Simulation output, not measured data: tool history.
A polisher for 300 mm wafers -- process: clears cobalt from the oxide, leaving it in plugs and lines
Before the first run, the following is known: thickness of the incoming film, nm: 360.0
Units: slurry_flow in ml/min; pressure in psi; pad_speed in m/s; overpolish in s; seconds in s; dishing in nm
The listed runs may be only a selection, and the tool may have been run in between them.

run,hour,slurry_flow,pressure,pad_speed,overpolish,seconds,dishing
1,0.0,250,1.2,0.90,26,161.90,35.713
2,6.7,250,1.2,1.08,26,142.56,39.015
3,11.0,250,1.3,1.10,26,127.58,40.733
4,11.6,250,1.4,1.10,26,125.26,40.853
5,17.6,250,1.4,1.10,34,122.22,47.315
6,24.0,250,1.4,1.10,40,122.38,50.997
7,25.7,250,1.5,1.10,36,114.17,49.106
# hour 28.0: worn pad replaced by a new one
8,28.0,250,1.5,1.10,34,100.46,51.566
9,29.5,250,1.3,1.08,28,118.61,45.569

What will run 10 give?
10,37.2,250,1.3,1.08,27,?,?

seconds: 121.58 s
dishing: 43.541 nm

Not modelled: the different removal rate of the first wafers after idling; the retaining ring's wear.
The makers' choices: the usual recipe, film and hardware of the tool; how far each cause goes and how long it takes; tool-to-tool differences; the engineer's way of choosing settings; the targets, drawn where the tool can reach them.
